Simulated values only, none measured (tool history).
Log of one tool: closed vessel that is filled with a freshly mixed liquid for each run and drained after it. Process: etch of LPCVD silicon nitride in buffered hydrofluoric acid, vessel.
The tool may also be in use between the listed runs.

run    day  temperature setpoint of the liquid (°C)  parts of 40 % ammonium fluoride to one part of 49 % hydrofluoric acid (parts by volume)  time in the liquid (s)  thickness taken off the LPCVD silicon nitride on a monitor wafer (Å)
  1      0                                       24                                                                                       17                    3175                                                                213.17
  2  0.362                                       24                                                                                       17                    3385                                                                228.36
  3  0.742                                       24                                                                                       17                    3175                                                                212.87
  4  1.075                                     27.5                                                                                       17                    3175                                                                258.86
  5  1.408                                       26                                                                                       17                    3175                                                                238.23
  6  1.712                                       26                                                                                       17                    3385                                                                254.22
  7  1.858                                     24.5                                                                                       17                    3385                                                                231.92
  8  2.129                                     23.5                                                                                       17                    3385                                                                221.02

Run 9, settings as shown, results not yet in. Your forecast:
  9  2.408                                       23                                                                                       17                    3385                                                                     ?

Logged for run 9: thickness taken off the LPCVD silicon nitride on a monitor wafer (Å) 217.76.
